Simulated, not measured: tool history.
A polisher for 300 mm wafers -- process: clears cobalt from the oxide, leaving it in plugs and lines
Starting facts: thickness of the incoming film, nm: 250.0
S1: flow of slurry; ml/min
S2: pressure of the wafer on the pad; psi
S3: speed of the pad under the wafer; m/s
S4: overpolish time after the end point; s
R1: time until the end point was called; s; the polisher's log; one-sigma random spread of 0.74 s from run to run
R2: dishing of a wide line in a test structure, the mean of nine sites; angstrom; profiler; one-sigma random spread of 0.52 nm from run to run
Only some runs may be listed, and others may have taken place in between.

| run | day | S1 | S2 | S3 | S4 | R1 | R2 |
|---|---|---|---|---|---|---|---|
| 1 | 0.000 | 125 | 2.4 | 0.96 | 30 | 51.527 | 548.74 |
| 2 | 0.188 | 155 | 2.4 | 0.96 | 30 | 48.756 | 565.31 |
| 3 | 0.450 | 130 | 2.2 | 0.96 | 23 | 55.308 | 505.59 |
| 4 | 0.575 | 115 | 2.0 | 0.98 | 19 | 60.552 | 443.36 |
| 5 | 0.646 | 110 | 1.9 | 0.98 | 17 | 65.830 | 400.55 |
| 6 | 0.996 | 110 | 1.9 | 0.98 | 11 | 65.362 | 309.08 |
| 7 | 1.225 | 105 | 1.8 | 0.98 | 13 | 69.840 | 323.46 |

Run 8 is up next; what results do you expect?
|  | 1.292 | slurry nozzle cleaned |
| 8 | 1.292 | 110 | 1.8 | 0.98 | 15 | ? | ? |

Run 8 produced R1 64.445 s, R2 375.10 angstrom.

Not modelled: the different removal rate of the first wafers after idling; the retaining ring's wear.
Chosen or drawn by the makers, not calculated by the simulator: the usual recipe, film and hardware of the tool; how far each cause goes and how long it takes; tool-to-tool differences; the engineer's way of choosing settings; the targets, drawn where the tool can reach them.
